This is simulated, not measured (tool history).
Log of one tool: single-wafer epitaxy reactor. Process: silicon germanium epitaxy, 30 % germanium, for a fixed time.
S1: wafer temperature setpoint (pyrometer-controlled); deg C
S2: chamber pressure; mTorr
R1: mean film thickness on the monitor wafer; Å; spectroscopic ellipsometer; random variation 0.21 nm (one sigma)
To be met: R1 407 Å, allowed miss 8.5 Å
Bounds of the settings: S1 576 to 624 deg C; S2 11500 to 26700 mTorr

run  hour   S1     S2      R1
  1     0  600  19100  551.68
  2   6.6  590  19100  473.24
  3  10.1  590  16900     436
  4    13  589  16900  428.18
  5  20.7  589  13800  378.14
  6    29  589  11500   330.4
  7  34.9  591  11500  339.73
  8  43.4  593  11500  350.75
  9  51.5  595  11500  360.82
 10  57.3  596  11500  367.22
 11    63  597  11500  375.51

Which of these 4 next moves meets every target?
  A  68.7  597  11900   ?
  B  68.7  599  11500   ?
  C  68.7  598  11500   ?
  D  68.7  595  13200   ?

move      R1
   A  387.07
   B  388.98
   C  382.76
   D  405.06
A: nearer than the last run, and not there yet
B: nearer than the last run, and not there yet
C: nearer than the last run, and not there yet
D: meets every target
Move D is the one to make.

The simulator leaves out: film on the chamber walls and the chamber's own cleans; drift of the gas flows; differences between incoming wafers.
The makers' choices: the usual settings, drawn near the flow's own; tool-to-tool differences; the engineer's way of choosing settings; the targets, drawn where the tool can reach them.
